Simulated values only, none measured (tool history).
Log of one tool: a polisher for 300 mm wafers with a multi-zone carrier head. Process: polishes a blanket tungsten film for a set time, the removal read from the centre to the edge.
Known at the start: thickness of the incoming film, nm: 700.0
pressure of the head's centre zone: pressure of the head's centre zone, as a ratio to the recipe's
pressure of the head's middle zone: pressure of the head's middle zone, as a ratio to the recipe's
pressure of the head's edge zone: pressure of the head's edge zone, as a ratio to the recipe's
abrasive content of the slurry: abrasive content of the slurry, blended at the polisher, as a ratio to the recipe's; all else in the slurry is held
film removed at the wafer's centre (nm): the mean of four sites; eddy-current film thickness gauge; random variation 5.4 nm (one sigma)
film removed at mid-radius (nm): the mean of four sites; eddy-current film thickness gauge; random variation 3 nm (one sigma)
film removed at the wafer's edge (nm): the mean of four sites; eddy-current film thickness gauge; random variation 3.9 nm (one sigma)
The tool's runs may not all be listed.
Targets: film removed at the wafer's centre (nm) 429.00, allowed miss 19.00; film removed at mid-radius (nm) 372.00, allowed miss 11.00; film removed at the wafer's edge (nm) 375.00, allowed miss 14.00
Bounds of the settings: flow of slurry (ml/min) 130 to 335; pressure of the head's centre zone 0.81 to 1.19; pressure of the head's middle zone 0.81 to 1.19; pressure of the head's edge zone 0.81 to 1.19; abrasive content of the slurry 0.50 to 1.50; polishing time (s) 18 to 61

run	hour	flow of slurry (ml/min)	pressure of the head's centre zone	pressure of the head's middle zone	pressure of the head's edge zone	abrasive content of the slurry	polishing time (s)	film removed at the wafer's centre (nm)	film removed at mid-radius (nm)	film removed at the wafer's edge (nm)
1	0.0	215	1.00	1.00	1.00	1.00	39	297.69	300.06	286.06
2	4.2	215	0.95	1.00	1.00	1.00	39	280.42	296.07	292.55
3	12.4	220	0.97	0.99	1.02	1.05	40	301.18	306.60	305.17
4	15.3	225	0.99	0.99	1.04	1.10	40	317.67	314.31	307.92
5	19.3	230	1.00	0.98	1.05	1.15	40	321.87	314.14	312.51
6	26.5	230	1.00	0.90	1.05	1.15	40	321.96	296.39	315.90
7	30.4	235	1.01	0.91	1.06	1.20	40	330.48	300.55	324.05
8	33.2	240	1.02	0.92	1.07	1.25	40	343.12	309.70	332.30
9	34.0	245	1.03	0.93	1.08	1.30	40	341.24	318.56	338.95
10	40.9	250	1.05	0.94	1.08	1.30	40	351.57	322.77	335.49
11	45.4	255	1.07	0.94	1.09	1.35	40	367.03	324.65	336.33
12	53.2	260	1.08	0.94	1.10	1.35	40	373.08	320.75	348.67
13	54.2	265	1.09	0.96	1.10	1.35	40	369.11	332.50	343.51
14	60.5	265	1.10	0.96	1.10	1.35	40	378.38	325.96	344.80
15	67.9	270	1.11	0.97	1.11	1.35	40	389.37	331.07	340.13
16	76.1	270	1.11	0.97	1.12	1.35	40	389.35	335.46	346.32

4 next moves are on the table. One of them brings every result within its allowed miss. Which?
A	84.3	335	1.12	0.92	1.09	1.50	42	?	?	?
B	84.3	250	0.96	0.91	1.16	1.50	46	?	?	?
C	84.3	280	1.16	1.02	1.14	0.95	47	?	?	?
D	84.3	200	0.97	0.85	1.19	1.50	46	?	?	?

move	film removed at the wafer's centre (nm)	film removed at mid-radius (nm)	film removed at the wafer's edge (nm)
A	424.08	355.01	378.62
B	385.65	375.11	419.27
C	424.78	374.63	375.87
D	378.54	345.55	417.17
A: nearer than the last run, and not there yet
B: brings the result that was furthest off to its target, and leaves another outside
C: meets every target
D: nearer than the last run, and not there yet
Answer: C
